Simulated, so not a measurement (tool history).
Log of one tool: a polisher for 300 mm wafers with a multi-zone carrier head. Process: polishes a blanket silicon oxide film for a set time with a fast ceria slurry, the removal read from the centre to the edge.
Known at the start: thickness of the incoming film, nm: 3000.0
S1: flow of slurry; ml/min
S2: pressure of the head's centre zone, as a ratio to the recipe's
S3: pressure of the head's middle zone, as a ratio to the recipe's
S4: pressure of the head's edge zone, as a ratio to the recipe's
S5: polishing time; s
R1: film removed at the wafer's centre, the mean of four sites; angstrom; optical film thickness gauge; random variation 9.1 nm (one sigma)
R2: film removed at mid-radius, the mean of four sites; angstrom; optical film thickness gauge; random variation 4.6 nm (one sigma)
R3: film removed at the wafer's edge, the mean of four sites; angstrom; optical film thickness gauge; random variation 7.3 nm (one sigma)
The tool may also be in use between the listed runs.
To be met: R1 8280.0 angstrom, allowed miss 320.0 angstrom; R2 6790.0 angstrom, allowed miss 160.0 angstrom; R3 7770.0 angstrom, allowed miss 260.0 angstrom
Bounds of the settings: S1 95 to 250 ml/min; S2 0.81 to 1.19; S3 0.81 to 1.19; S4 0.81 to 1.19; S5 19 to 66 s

run,day,S1,S2,S3,S4,S5,R1,R2,R3
1,0.000,160,1.00,1.00,1.00,42,6880.6,7042.3,7216.0
2,0.167,160,1.00,1.07,1.00,42,6783.6,7519.1,6982.7
3,0.450,160,1.02,1.05,1.01,42,6908.3,7392.9,7223.2
4,0.746,160,1.02,1.08,1.01,42,6992.6,7557.9,7187.3
5,0.879,160,1.05,1.06,1.01,42,7119.4,7437.7,7015.0
6,1.058,160,1.07,1.03,1.03,42,7215.4,7231.3,7279.8
7,1.421,160,1.09,1.01,1.03,42,7486.2,7077.3,7197.7
8,1.529,160,1.10,1.00,1.04,42,7700.2,7079.9,7251.5
9,1.804,160,1.10,0.99,1.05,42,7682.0,7076.4,7330.3
10,1.900,160,1.11,0.98,1.06,42,7591.1,6960.5,7427.1
11,2.262,160,1.12,0.97,1.06,42,7720.4,6943.4,7335.9

Which of these 4 next moves meets every target?
A,2.625,185,1.18,1.04,0.96,40,?,?,?
B,2.625,165,1.04,1.00,1.06,42,?,?,?
C,2.625,165,1.19,0.93,1.15,42,?,?,?
D,2.625,215,1.05,1.04,0.98,40,?,?,?

move,R1,R2,R3
A,7767.3,7110.0,6701.7
B,7073.2,7153.2,7314.8
C,8097.3,6766.9,7629.6
D,7036.2,7234.9,6852.1
A: further off than the last run
B: further off than the last run
C: meets every target
D: further off than the last run
Move C is the one to make.

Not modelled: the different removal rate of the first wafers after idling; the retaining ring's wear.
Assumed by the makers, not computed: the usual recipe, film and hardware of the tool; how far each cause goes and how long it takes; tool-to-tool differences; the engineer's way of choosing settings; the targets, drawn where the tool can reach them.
